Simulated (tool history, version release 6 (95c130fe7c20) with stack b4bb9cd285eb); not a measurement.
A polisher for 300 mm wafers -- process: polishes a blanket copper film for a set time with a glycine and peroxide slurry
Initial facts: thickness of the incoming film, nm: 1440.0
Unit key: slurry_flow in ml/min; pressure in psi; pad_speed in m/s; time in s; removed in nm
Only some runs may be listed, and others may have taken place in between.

run 1 day=0.000 | slurry_flow=185 pressure=3.5 pad_speed=0.88 time=54 | removed=292.14
run 2 day=0.112 | slurry_flow=185 pressure=3.5 pad_speed=0.88 time=49 | removed=261.39
run 3 day=0.142 | slurry_flow=190 pressure=4.1 pad_speed=0.98 time=49 | removed=327.82
run 4 day=0.438 | slurry_flow=190 pressure=4.5 pad_speed=1.08 time=49 | removed=385.82
run 5 day=0.662 | slurry_flow=190 pressure=4.8 pad_speed=1.14 time=49 | removed=433.74
run 6 day=1.025 | slurry_flow=190 pressure=4.8 pad_speed=1.14 time=54 | removed=472.83
run 7 day=1.071 | slurry_flow=190 pressure=5.0 pad_speed=1.16 time=54 | removed=497.94
run 8 day=1.379 | slurry_flow=190 pressure=5.1 pad_speed=1.18 time=54 | removed=518.70

For run 9, what comes out?
run 9 day=1.708 | slurry_flow=190 pressure=5.2 pad_speed=1.20 time=54 | removed=?

Run 9 produced removed 539.65 nm.

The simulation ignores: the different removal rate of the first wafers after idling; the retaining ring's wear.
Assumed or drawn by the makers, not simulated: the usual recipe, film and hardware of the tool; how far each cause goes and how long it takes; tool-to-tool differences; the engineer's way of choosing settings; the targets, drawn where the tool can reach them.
